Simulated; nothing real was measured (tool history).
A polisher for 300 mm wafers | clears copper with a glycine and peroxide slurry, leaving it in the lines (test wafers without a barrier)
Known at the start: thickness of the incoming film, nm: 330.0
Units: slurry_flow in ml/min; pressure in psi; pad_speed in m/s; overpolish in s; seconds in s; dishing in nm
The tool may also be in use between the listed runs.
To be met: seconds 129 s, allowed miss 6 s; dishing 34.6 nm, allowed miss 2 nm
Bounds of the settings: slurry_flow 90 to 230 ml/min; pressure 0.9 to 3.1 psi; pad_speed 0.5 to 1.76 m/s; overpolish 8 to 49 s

run	day	slurry_flow	pressure	pad_speed	overpolish	seconds	dishing
1	0	150	2	1.12	25	71.353	42.197
2	0.325	150	2.3	1.12	25	62.527	45.156
3	0.558	150	2.1	1.1	26	69.156	42.486
4	0.688	150	2.5	1.1	26	59.771	47.046
5	0.8	150	2.3	1.1	26	63.438	44.37
6	1.025	150	2.1	1.06	27	70.397	44.523
7	1.2	150	1.9	1.02	27	78.015	42.722
8	1.446	150	1.7	0.98	27	89.509	41.251
9	1.638	150	1.7	0.98	27	89.251	41.007
10	1.712	150	1.6	0.98	27	93.003	39.033
11	1.788	150	1.5	0.98	27	98.296	37.777
12	2.117	150	1.4	0.98	27	100.41	37.069
13	2.438	150	1.4	0.98	27	101.93	37.559
14	2.512	150	1.3	0.98	27	107.06	36.208

5 next moves are on the table. One of them brings every result within its allowed miss. Which?
A	2.588	145	0.9	1.06	30	?	?
B	2.588	145	1.4	1.24	19	?	?
C	2.588	150	1.6	1.04	24	?	?
D	2.588	150	1	0.94	38	?	?
E	2.588	125	1.2	0.62	36	?	?

move	seconds	dishing
A	128.32	34.41
B	86.107	32.154
C	87.192	37.407
D	127.65	40.539
E	147.49	36.84
A: meets every target
B: further off than the last run
C: further off than the last run
D: brings the result that was furthest off to its target, and leaves another outside
E: takes the result that was furthest off past its target
The right move is A.
